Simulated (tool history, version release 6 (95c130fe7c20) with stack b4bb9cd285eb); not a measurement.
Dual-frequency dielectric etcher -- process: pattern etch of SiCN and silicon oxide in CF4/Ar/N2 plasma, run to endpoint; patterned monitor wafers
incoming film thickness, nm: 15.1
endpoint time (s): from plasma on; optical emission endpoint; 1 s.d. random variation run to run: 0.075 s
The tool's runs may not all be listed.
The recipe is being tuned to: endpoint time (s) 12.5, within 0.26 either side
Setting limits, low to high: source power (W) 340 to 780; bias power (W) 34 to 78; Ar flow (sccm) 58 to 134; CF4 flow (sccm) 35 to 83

{"run": 1, "hour": 0.0, "source power (W)": 560, "bias power (W)": 56, "Ar flow (sccm)": 96, "CF4 flow (sccm)": 59, "endpoint time (s)": 15.189}
{"run": 2, "hour": 3.6, "source power (W)": 590, "bias power (W)": 56, "Ar flow (sccm)": 96, "CF4 flow (sccm)": 59, "endpoint time (s)": 14.308}
{"run": 3, "hour": 7.3, "source power (W)": 610, "bias power (W)": 56, "Ar flow (sccm)": 96, "CF4 flow (sccm)": 59, "endpoint time (s)": 13.74}
{"run": 4, "hour": 9.6, "source power (W)": 610, "bias power (W)": 56, "Ar flow (sccm)": 79, "CF4 flow (sccm)": 59, "endpoint time (s)": 13.534}
{"run": 5, "hour": 16.9, "source power (W)": 620, "bias power (W)": 56, "Ar flow (sccm)": 79, "CF4 flow (sccm)": 59, "endpoint time (s)": 13.037}
{"run": 6, "hour": 18.9, "source power (W)": 620, "bias power (W)": 56, "Ar flow (sccm)": 79, "CF4 flow (sccm)": 50, "endpoint time (s)": 13.571}
{"run": 7, "hour": 22.7, "source power (W)": 630, "bias power (W)": 56, "Ar flow (sccm)": 79, "CF4 flow (sccm)": 50, "endpoint time (s)": 13.387}
{"run": 8, "hour": 27.1, "source power (W)": 640, "bias power (W)": 56, "Ar flow (sccm)": 79, "CF4 flow (sccm)": 50, "endpoint time (s)": 12.978}

Of the 4 settings listed for the next run, only one would bring every result within its allowed miss of target. Which one?
{"run": "A", "hour": 31.5, "source power (W)": 710, "bias power (W)": 52, "Ar flow (sccm)": 87, "CF4 flow (sccm)": 47, "endpoint time (s)": "?"}
{"run": "B", "hour": 31.5, "source power (W)": 650, "bias power (W)": 64, "Ar flow (sccm)": 60, "CF4 flow (sccm)": 48, "endpoint time (s)": "?"}
{"run": "C", "hour": 31.5, "source power (W)": 610, "bias power (W)": 60, "Ar flow (sccm)": 58, "CF4 flow (sccm)": 72, "endpoint time (s)": "?"}
{"run": "D", "hour": 31.5, "source power (W)": 580, "bias power (W)": 68, "Ar flow (sccm)": 84, "CF4 flow (sccm)": 53, "endpoint time (s)": "?"}

move=A endpoint_time_(s)=12.052
move=B endpoint_time_(s)=11.999
move=C endpoint_time_(s)=12.394
move=D endpoint_time_(s)=13.761
A: moves the result that the last run missed by most past its target, out the other side
B: moves the result that the last run missed by most past its target, out the other side
C: every result within its allowed miss
D: the biggest miss grows against the last run
Move C is the one to make.
